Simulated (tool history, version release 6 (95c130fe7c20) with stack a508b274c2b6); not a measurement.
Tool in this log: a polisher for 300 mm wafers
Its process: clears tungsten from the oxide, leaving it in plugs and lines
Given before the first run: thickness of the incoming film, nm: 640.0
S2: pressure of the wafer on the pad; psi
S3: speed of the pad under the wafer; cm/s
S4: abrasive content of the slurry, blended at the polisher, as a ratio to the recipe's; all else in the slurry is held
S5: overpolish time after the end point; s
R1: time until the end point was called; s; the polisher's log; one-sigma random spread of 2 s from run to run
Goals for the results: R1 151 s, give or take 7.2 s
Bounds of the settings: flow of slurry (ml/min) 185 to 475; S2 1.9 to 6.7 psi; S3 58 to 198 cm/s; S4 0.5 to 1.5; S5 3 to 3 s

run 1 hour=0 | flow_of_slurry_(ml/min)=305 S2=4.3 S3=128 S4=1 S5=3 | R1=85.595
run 2 hour=7.4 | flow_of_slurry_(ml/min)=305 S2=3.7 S3=126 S4=1 S5=3 | R1=96.426
run 3 hour=9.2 | flow_of_slurry_(ml/min)=305 S2=3.3 S3=122 S4=1 S5=3 | R1=109.44
run 4 hour=11.9 | flow_of_slurry_(ml/min)=350 S2=3.3 S3=122 S4=1 S5=3 | R1=107.73
run 5 hour=17 | flow_of_slurry_(ml/min)=350 S2=3 S3=120 S4=1 S5=3 | R1=117.43
run 6 hour=20.6 | flow_of_slurry_(ml/min)=350 S2=2.7 S3=120 S4=1 S5=3 | R1=128.44
run 7 hour=24.8 | flow_of_slurry_(ml/min)=350 S2=2.5 S3=120 S4=1 S5=3 | R1=134.92
run 8 hour=33.4 | flow_of_slurry_(ml/min)=350 S2=2.4 S3=120 S4=1 S5=3 | R1=139.05
run 9 hour=40.2 | flow_of_slurry_(ml/min)=350 S2=2.3 S3=120 S4=1 S5=3 | R1=142.91

Consider the 4 candidate settings below. Which is the only one whose results all fall within their allowed miss of target?
run A hour=47 | flow_of_slurry_(ml/min)=375 S2=2.2 S3=120 S4=0.9 S5=3 | R1=?
run B hour=47 | flow_of_slurry_(ml/min)=415 S2=2.5 S3=126 S4=1 S5=3 | R1=?
run C hour=47 | flow_of_slurry_(ml/min)=360 S2=2.9 S3=108 S4=1 S5=3 | R1=?
run D hour=47 | flow_of_slurry_(ml/min)=430 S2=3.2 S3=100 S4=1 S5=3 | R1=?

move=A R1=150.66
move=B R1=127.2
move=C R1=133.43
move=D R1=132.02
A: all results in spec
B: misses by more than the last run did
C: misses by more than the last run did
D: misses by more than the last run did
A is the move that brings every result within its allowed miss.

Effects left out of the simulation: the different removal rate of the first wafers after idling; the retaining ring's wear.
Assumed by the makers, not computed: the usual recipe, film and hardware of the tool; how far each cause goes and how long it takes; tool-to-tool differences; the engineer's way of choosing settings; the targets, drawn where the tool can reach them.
